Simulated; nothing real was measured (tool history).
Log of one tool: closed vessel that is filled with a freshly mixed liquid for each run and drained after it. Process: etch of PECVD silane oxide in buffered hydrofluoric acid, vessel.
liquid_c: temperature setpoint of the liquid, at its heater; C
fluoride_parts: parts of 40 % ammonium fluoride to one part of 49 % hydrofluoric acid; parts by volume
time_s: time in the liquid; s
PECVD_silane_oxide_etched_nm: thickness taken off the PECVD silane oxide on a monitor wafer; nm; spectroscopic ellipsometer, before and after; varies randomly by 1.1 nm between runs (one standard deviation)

Run 1, hour 0.0: liquid_c 24.0 C, fluoride_parts 11.0 parts by volume, time_s 95 s. Result: PECVD_silane_oxide_etched_nm 206.74 nm.
Run 2, hour 7.5: liquid_c 24.0 C, fluoride_parts 9.0 parts by volume, time_s 95 s. Result: PECVD_silane_oxide_etched_nm 243.06 nm.
Run 3, hour 16.2: liquid_c 24.0 C, fluoride_parts 7.5 parts by volume, time_s 95 s. Result: PECVD_silane_oxide_etched_nm 296.90 nm.
Run 4, hour 23.9: liquid_c 22.0 C, fluoride_parts 8.0 parts by volume, time_s 95 s. Result: PECVD_silane_oxide_etched_nm 248.73 nm.
Run 5, hour 29.2: liquid_c 20.5 C, fluoride_parts 8.5 parts by volume, time_s 95 s. Result: PECVD_silane_oxide_etched_nm 215.24 nm.
Run 6, hour 32.5: liquid_c 18.0 C, fluoride_parts 8.5 parts by volume, time_s 95 s. Result: PECVD_silane_oxide_etched_nm 184.53 nm.
Run 7, hour 39.2: liquid_c 17.5 C, fluoride_parts 8.5 parts by volume, time_s 95 s. Result: PECVD_silane_oxide_etched_nm 181.08 nm.

Forecast run 8:
Run 8, hour 45.2: liquid_c 17.5 C, fluoride_parts 8.5 parts by volume, time_s 95 s. Result: PECVD_silane_oxide_etched_nm ?.

PECVD_silane_oxide_etched_nm: 183.09 nm
